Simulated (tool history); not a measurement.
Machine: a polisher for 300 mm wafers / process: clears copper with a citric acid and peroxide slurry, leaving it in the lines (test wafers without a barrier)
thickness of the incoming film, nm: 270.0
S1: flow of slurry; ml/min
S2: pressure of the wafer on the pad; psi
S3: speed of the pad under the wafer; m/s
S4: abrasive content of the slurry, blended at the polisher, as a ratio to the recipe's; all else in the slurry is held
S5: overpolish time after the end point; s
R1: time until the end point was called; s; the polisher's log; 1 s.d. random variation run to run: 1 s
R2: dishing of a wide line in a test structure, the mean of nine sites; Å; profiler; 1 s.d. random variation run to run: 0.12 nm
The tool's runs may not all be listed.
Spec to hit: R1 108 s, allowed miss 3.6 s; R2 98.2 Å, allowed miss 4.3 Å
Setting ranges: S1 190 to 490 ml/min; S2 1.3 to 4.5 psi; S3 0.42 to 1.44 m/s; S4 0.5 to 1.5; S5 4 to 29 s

run,hour,S1,S2,S3,S4,S5,R1,R2
1,0,315,2.9,0.92,1,15,160.9,183.12
2,3.7,315,3,0.94,1,14,153.26,182.04
3,12.5,275,3,0.94,1,14,157.06,183.81
4,19.9,275,3,0.94,1,12,156.83,159.13
5,23.9,300,3,0.96,1,11,150.54,149.16
6,32.6,320,3,0.98,1,10,149.67,142.25
7,37.1,340,3,1,1,9,144.66,130.78
8,40.5,355,3,1.02,1,8,140.68,120.05
9,46.3,370,3.1,1.02,1,8,138.09,124.9
10,55.1,385,3.1,1.04,0.95,8,135.26,123.61
11,59.9,385,3.1,1.04,0.95,8,137.02,124.73
12,63.4,395,3.1,1.06,1,8,133.21,128.33
13,66.4,405,3.2,1.06,0.95,8,126.66,132.19
14,72.2,415,3.2,1.08,0.9,8,128.67,131.34
15,77,325,2.7,1.12,1.15,4,139.67,60.705
16,79.5,325,2.8,1.12,1.15,4,134.99,63.331
17,80.8,325,2.9,1.12,1.15,4,131.92,66.863
18,87.7,330,3,1.12,1.15,4,126.46,67.399
19,96.1,335,3.1,1.12,1.15,4,122.46,69.611
20,103.1,330,3.6,1.12,1.15,8,109.67,155.06

Which one of the following 4 next-run settings gets every result inside its allowed miss? There is exactly one.
A,110.1,260,2.8,1.24,1.5,5,?,?
B,110.1,355,3.5,1.24,1.1,4,?,?
C,110.1,365,3.4,1.04,1.25,5,?,?
D,110.1,425,3.1,1.24,1.25,5,?,?

move,R1,R2
A,118.9,90.066
B,100.54,85.633
C,119.98,89.516
D,109,98.021
A: carries the result that was furthest off beyond its target, to the other side
B: carries the result that was furthest off beyond its target, to the other side
C: carries the result that was furthest off beyond its target, to the other side
D: each result inside its tolerance
The right move is D.

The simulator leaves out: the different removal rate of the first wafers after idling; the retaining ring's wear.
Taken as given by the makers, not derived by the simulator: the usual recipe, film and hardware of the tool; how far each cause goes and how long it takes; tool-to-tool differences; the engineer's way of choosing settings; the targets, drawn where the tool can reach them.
